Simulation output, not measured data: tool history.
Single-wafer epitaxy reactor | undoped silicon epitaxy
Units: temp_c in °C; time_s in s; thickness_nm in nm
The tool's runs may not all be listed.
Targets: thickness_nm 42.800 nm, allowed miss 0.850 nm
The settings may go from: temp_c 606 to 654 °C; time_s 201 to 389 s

run  hour  temp_c  time_s  thickness_nm
  1   0.0     630     295        32.746
  2   9.0     632     295        34.476
  3  12.1     632     261        30.377
  4  13.9     635     261        32.829
  5  22.4     637     261        34.528
  6  30.1     631     261        29.701
  7  37.3     634     261        32.017
  8  45.0     636     261        33.933
  9  46.2     638     261        35.568
 10  49.9     648     262        45.621
 11  52.9     648     262        45.958

Which of these 4 next moves meets every target?
  A  55.9     649     249             ?
  B  55.9     646     246             ?
  C  55.9     644     283             ?
  D  55.9     649     239             ?

move  thickness_nm
   A        44.706
   B        40.996
   C        44.862
   D        42.911
A: nearer than the last run, and not there yet
B: takes the result that was furthest off past its target
C: nearer than the last run, and not there yet
D: meets every target
Answer: D

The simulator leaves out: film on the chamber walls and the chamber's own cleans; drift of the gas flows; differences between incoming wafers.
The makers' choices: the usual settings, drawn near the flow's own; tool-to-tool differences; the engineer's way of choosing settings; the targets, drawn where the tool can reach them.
